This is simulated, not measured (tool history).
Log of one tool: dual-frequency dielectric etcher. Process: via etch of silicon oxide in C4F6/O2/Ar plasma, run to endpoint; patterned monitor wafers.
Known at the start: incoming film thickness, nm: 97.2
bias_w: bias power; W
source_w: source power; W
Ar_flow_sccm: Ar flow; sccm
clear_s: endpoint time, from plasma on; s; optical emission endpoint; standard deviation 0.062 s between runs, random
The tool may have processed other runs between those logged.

{"run": 1, "hour": 0.0, "bias_w": 618, "source_w": 280, "Ar_flow_sccm": 353, "clear_s": 23.479}
{"run": 2, "hour": 1.8, "bias_w": 577, "source_w": 280, "Ar_flow_sccm": 353, "clear_s": 24.161}
{"run": 3, "hour": 5.0, "bias_w": 613, "source_w": 290, "Ar_flow_sccm": 351, "clear_s": 23.25}
{"run": 4, "hour": 12.4, "bias_w": 613, "source_w": 290, "Ar_flow_sccm": 409, "clear_s": 23.82}
{"run": 5, "hour": 20.5, "bias_w": 613, "source_w": 290, "Ar_flow_sccm": 465, "clear_s": 24.201}
{"run": 6, "hour": 27.7, "bias_w": 542, "source_w": 290, "Ar_flow_sccm": 465, "clear_s": 25.588}
{"run": 7, "hour": 32.1, "bias_w": 583, "source_w": 300, "Ar_flow_sccm": 462, "clear_s": 24.422}
{"run": 8, "hour": 34.3, "bias_w": 706, "source_w": 360, "Ar_flow_sccm": 443, "clear_s": 20.74}

Run 9, settings as shown, results not yet in. Your forecast:
{"run": 9, "hour": 42.3, "bias_w": 829, "source_w": 380, "Ar_flow_sccm": 437, "clear_s": "?"}

{"run 9": {"clear_s": 18.879}}
